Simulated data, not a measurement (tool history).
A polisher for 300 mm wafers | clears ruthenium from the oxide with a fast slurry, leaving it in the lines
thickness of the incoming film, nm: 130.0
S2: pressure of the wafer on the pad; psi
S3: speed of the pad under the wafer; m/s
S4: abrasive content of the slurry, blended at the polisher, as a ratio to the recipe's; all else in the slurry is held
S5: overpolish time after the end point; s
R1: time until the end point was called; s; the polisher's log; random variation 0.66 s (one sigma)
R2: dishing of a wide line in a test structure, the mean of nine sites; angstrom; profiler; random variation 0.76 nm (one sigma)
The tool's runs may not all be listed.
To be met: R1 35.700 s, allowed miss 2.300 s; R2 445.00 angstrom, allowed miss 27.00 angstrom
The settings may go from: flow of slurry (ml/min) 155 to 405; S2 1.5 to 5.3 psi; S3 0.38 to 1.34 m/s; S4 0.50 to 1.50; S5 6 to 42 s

run 1 hour=0.0 | flow_of_slurry_(ml/min)=260 S2=3.4 S3=0.86 S4=1.00 S5=21 | R1=29.575 R2=687.50
run 2 hour=6.1 | flow_of_slurry_(ml/min)=260 S2=3.4 S3=0.86 S4=1.00 S5=15 | R1=30.400 R2=521.80
run 3 hour=14.2 | flow_of_slurry_(ml/min)=260 S2=3.4 S3=1.02 S4=1.00 S5=15 | R1=25.673 R2=620.42
run 4 hour=21.5 | flow_of_slurry_(ml/min)=260 S2=3.1 S3=1.02 S4=1.00 S5=15 | R1=28.006 R2=555.98
run 5 hour=26.2 | flow_of_slurry_(ml/min)=260 S2=2.8 S3=1.02 S4=1.00 S5=15 | R1=30.163 R2=511.78
run 6 hour=33.3 | flow_of_slurry_(ml/min)=260 S2=3.5 S3=1.02 S4=1.00 S5=15 | R1=25.582 R2=617.93
run 7 hour=40.6 | flow_of_slurry_(ml/min)=260 S2=3.1 S3=1.00 S4=1.00 S5=15 | R1=28.041 R2=525.99
run 8 hour=49.1 | flow_of_slurry_(ml/min)=260 S2=2.8 S3=0.98 S4=1.00 S5=16 | R1=31.415 R2=531.54
run 9 hour=50.9 | flow_of_slurry_(ml/min)=260 S2=2.7 S3=0.98 S4=1.00 S5=15 | R1=32.607 R2=478.86

Which of these 5 next moves meets every target?
run A hour=52.7 | flow_of_slurry_(ml/min)=360 S2=3.2 S3=1.00 S4=0.90 S5=14 | R1=? R2=?
run B hour=52.7 | flow_of_slurry_(ml/min)=270 S2=3.1 S3=0.92 S4=0.80 S5=15 | R1=? R2=?
run C hour=52.7 | flow_of_slurry_(ml/min)=250 S2=2.8 S3=0.94 S4=1.05 S5=17 | R1=? R2=?
run D hour=52.7 | flow_of_slurry_(ml/min)=270 S2=2.9 S3=0.92 S4=0.90 S5=18 | R1=? R2=?
run E hour=52.7 | flow_of_slurry_(ml/min)=250 S2=2.7 S3=1.10 S4=1.05 S5=14 | R1=? R2=?

move=A R1=29.723 R2=511.80
move=B R1=37.069 R2=447.15
move=C R1=33.386 R2=547.97
move=D R1=36.180 R2=536.97
move=E R1=29.665 R2=512.67
A: further off than the last run
B: meets every target
C: further off than the last run
D: brings the result that was furthest off to its target, and leaves another outside
E: further off than the last run
Move B is the one to make.
